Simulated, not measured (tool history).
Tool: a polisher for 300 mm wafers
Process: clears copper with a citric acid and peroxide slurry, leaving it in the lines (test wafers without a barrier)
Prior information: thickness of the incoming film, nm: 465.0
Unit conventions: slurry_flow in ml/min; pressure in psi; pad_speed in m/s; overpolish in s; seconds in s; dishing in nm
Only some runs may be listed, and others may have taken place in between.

Run 1, hour 0.0: slurry_flow 275 ml/min, pressure 3.8 psi, pad_speed 1.06 m/s, slurry_solids 1.00, overpolish 30 s. Result: seconds 160.81 s, dishing 54.654 nm.
Run 2, hour 3.3: slurry_flow 275 ml/min, pressure 2.9 psi, pad_speed 1.06 m/s, slurry_solids 1.00, overpolish 30 s. Result: seconds 205.00 s, dishing 44.401 nm.
Run 3, hour 4.6: slurry_flow 275 ml/min, pressure 2.7 psi, pad_speed 1.10 m/s, slurry_solids 1.00, overpolish 26 s. Result: seconds 218.37 s, dishing 37.593 nm.
Run 4, hour 7.7: slurry_flow 270 ml/min, pressure 2.5 psi, pad_speed 1.18 m/s, slurry_solids 0.95, overpolish 23 s. Result: seconds 222.21 s, dishing 33.096 nm.
At hour 10.4: head pressure recalibrated.
Run 5, hour 10.4: slurry_flow 270 ml/min, pressure 2.5 psi, pad_speed 1.18 m/s, slurry_solids 0.95, overpolish 13 s. Result: seconds 234.94 s, dishing 18.655 nm.
Run 6, hour 15.7: slurry_flow 270 ml/min, pressure 2.5 psi, pad_speed 1.30 m/s, slurry_solids 0.95, overpolish 13 s. Result: seconds 219.04 s, dishing 20.113 nm.
Run 7, hour 20.9: slurry_flow 255 ml/min, pressure 2.6 psi, pad_speed 1.32 m/s, slurry_solids 0.85, overpolish 12 s. Result: seconds 212.48 s, dishing 18.553 nm.
Run 8, hour 23.6: slurry_flow 255 ml/min, pressure 2.7 psi, pad_speed 1.32 m/s, slurry_solids 0.80, overpolish 12 s. Result: seconds 210.34 s, dishing 19.285 nm.

What will run 9 give?
Run 9, hour 30.6: slurry_flow 255 ml/min, pressure 2.0 psi, pad_speed 1.38 m/s, slurry_solids 1.05, overpolish 9 s. Result: seconds ?, dishing ?.

{"run 9": {"seconds": 255.85, "dishing": 11.98}}

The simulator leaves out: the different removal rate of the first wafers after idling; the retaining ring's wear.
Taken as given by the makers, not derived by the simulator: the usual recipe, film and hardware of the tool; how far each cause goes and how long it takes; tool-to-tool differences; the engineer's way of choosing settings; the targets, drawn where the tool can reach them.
